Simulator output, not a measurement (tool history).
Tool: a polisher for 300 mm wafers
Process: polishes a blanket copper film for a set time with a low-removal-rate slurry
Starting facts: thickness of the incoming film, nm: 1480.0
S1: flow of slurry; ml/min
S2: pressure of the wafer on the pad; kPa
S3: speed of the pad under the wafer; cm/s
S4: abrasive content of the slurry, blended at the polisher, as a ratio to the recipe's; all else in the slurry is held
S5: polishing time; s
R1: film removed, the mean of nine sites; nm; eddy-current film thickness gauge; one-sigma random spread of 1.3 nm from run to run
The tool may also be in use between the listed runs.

Run 1, day 0.000: S1 275 ml/min, S2 20.0 kPa, S3 116 cm/s, S4 1.0, S5 45 s. Result: R1 171.26 nm.
Run 2, day 0.317: S1 275 ml/min, S2 17.2 kPa, S3 116 cm/s, S4 1.0, S5 45 s. Result: R1 150.33 nm.
Run 3, day 0.425: S1 275 ml/min, S2 15.2 kPa, S3 116 cm/s, S4 1.0, S5 45 s. Result: R1 132.85 nm.
Run 4, day 0.650: S1 275 ml/min, S2 15.2 kPa, S3 116 cm/s, S4 1.0, S5 45 s. Result: R1 129.92 nm.
Run 5, day 1.017: S1 275 ml/min, S2 15.2 kPa, S3 116 cm/s, S4 1.2, S5 45 s. Result: R1 139.65 nm.
Run 6, day 1.104: S1 275 ml/min, S2 17.2 kPa, S3 116 cm/s, S4 1.2, S5 45 s. Result: R1 154.73 nm.

Estimate the outcome of run 7 from the log above:
Run 7, day 1.229: S1 275 ml/min, S2 15.2 kPa, S3 116 cm/s, S4 1.2, S5 45 s. Result: R1 ?.

Run 7 gave R1 135.77 nm.
